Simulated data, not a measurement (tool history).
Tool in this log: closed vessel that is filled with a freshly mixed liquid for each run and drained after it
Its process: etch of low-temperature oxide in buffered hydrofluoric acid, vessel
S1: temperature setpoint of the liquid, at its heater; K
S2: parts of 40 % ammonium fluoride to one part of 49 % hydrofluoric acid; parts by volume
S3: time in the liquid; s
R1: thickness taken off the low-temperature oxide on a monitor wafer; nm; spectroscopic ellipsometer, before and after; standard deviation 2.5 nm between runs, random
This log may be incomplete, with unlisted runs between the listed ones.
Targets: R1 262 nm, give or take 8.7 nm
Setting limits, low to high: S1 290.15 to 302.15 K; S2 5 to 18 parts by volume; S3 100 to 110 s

run 1 hour=0 | S1=294.15 S2=11 S3=100 | R1=302.23
run 2 hour=1.8 | S1=294.15 S2=11 S3=100 | R1=300.89
run 3 hour=7.3 | S1=294.15 S2=11 S3=110 | R1=325.54
run 4 hour=10.3 | S1=294.15 S2=11 S3=110 | R1=326.63
run 5 hour=18.5 | S1=295.65 S2=11 S3=110 | R1=364.17
run 6 hour=27.3 | S1=294.15 S2=11 S3=110 | R1=332.38
run 7 hour=32.7 | S1=292.65 S2=11 S3=110 | R1=304.16
run 8 hour=39.3 | S1=291.65 S2=11 S3=110 | R1=285.24

5 candidate next runs follow, results not yet known. Just one meets every target within its allowed miss. Identify it.
run A hour=45.9 | S1=291.15 S2=10 S3=110 | R1=?
run B hour=45.9 | S1=290.65 S2=10.5 S3=110 | R1=?
run C hour=45.9 | S1=290.65 S2=11 S3=100 | R1=?
run D hour=45.9 | S1=291.65 S2=11 S3=100 | R1=?
run E hour=45.9 | S1=291.15 S2=11.5 S3=100 | R1=?

move=A R1=303.89
move=B R1=281.66
move=C R1=244.7
move=D R1=258.99
move=E R1=241.06
A: further off than the last run
B: closes in on the targets versus the last run, not all within tolerance yet
C: the result that was furthest off in the last run now lies on the other side of its target
D: every result lands within tolerance
E: the result that was furthest off in the last run now lies on the other side of its target
D is the move that brings every result within its allowed miss.
